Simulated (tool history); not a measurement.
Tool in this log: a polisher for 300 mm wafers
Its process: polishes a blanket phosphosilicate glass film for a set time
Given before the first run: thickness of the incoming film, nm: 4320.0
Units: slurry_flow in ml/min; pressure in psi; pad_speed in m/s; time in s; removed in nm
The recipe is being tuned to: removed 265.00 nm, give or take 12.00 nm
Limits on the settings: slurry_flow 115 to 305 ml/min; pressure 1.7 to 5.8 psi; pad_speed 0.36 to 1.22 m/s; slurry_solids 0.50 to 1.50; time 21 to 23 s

run,hour,slurry_flow,pressure,pad_speed,slurry_solids,time,removed
1,0.0,195,3.7,0.78,1.00,23,155.41
2,5.7,195,4.1,0.78,1.00,23,170.53
3,7.4,195,4.5,0.78,1.00,23,185.34
4,8.7,195,4.8,0.80,1.00,23,204.13
5,16.7,195,5.0,0.80,1.00,23,208.50
6,17.9,195,5.2,0.82,1.00,23,216.35
7,21.1,195,5.3,0.84,1.00,23,219.53
8,26.2,195,5.4,0.88,1.00,23,232.79
9,31.1,195,5.5,0.90,1.00,23,240.07
10,34.2,195,5.6,0.92,1.00,23,246.24
11,35.0,195,5.6,0.94,1.00,23,250.60

Next run, 4 choices. One meets every target within its allowed miss, the rest don't. Which?
A,35.8,180,4.9,1.02,1.10,21,?
B,35.8,155,5.5,0.92,1.20,21,?
C,35.8,190,5.7,0.80,1.10,22,?
D,35.8,280,5.1,1.12,1.15,21,?

move,removed
A,228.14
B,237.72
C,231.76
D,269.57
A: moves away from the targets compared with the last run
B: moves away from the targets compared with the last run
C: moves away from the targets compared with the last run
D: every result within its allowed miss
The move that meets every target is D.

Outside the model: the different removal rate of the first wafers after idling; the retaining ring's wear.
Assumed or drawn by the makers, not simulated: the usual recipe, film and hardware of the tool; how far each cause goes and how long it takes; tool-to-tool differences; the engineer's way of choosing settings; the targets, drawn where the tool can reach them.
